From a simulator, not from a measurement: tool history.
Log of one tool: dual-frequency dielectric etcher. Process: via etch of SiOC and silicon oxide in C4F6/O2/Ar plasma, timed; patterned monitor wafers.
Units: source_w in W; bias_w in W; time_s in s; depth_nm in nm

run    day  source_w  bias_w  time_s  depth_nm
  1      0       280     176    39.5    36.656
  2  0.121       300     176    39.5    38.271
  3  0.388       280     173    39.5    36.557
  4  0.483       280     173      36    33.583
  5  0.592       320     173      36    34.731
  6  0.883       280     173      36    33.281
  7  0.988       220     153      36    29.464

Forecast run 8:
  8  1.017       220     154      36         ?

depth_nm: 29.137 nm
